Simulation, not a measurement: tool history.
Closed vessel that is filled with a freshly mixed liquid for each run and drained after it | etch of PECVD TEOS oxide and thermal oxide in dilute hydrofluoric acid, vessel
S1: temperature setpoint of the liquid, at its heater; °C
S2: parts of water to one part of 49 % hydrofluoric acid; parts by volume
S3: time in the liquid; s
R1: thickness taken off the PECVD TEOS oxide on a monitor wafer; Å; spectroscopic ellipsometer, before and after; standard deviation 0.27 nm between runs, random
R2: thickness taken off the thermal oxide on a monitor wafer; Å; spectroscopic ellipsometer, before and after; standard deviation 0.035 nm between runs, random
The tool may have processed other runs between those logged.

run 1 day=0 | S1=24 S2=105 S3=320 | R1=493.5 R2=145.06
run 2 day=0.175 | S1=22.5 S2=110 S3=320 | R1=446.03 R2=130.63
run 3 day=0.367 | S1=21 S2=110 S3=320 | R1=410.21 R2=123.6
run 4 day=0.617 | S1=20.5 S2=115 S3=320 | R1=386.79 R2=114.26
run 5 day=0.708 | S1=20.5 S2=115 S3=195 | R1=236.9 R2=69.806
run 6 day=0.975 | S1=20.5 S2=115 S3=305 | R1=372.4 R2=108.74
run 7 day=1.342 | S1=20 S2=115 S3=305 | R1=359.92 R2=107.11

What will run 8 give?
run 8 day=1.454 | S1=17 S2=120 S3=305 | R1=? R2=?

R1: 306.12 Å
R2: 90.121 Å
